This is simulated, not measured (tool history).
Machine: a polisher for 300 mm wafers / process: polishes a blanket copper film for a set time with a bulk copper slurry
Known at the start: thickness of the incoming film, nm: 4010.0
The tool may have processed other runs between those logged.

run    day  flow of slurry (ml/min)  pressure of the wafer on the pad (kPa)  speed of the pad under the wafer (cm/s)  abrasive content of the slurry  polishing time (s)  film removed (angstrom)
  1      0                      205                                    18.6                                      136                               1                  69                   7415.8
  2  0.296                      205                                    18.6                                      136                             1.1                  69                   7558.5
  3  0.396                      205                                    18.6                                      150                             1.1                  69                   8326.3
  4  0.633                      200                                    17.2                                      138                             1.1                  69                   7131.5
  5  1.008                      245                                    17.2                                      138                             1.1                  69                   7279.2
  6  1.108                      245                                    15.9                                      126                             1.1                  69                   6141.9
  7  1.483                      245                                    14.5                                      118                             1.1                  69                   5285.2
  8  1.742                      245                                    13.8                                      112                             1.1                  69                     4869
  9  1.808                      245                                    13.1                                      106                             1.1                  69                   4357.1
 10  1.979                      240                                    12.4                                      102                             1.1                  69                   3935.7
 11  2.238                      185                                       9                                       88                             1.1                  69                   2453.4
 12  2.488                      190                                       9                                       88                             1.1                  69                   2465.5

What will run 13 give?
 13  2.583                      190                                       9                                       88                             1.1                  69                        ?

{"run 13": {"film removed (angstrom)": 2467.2}}

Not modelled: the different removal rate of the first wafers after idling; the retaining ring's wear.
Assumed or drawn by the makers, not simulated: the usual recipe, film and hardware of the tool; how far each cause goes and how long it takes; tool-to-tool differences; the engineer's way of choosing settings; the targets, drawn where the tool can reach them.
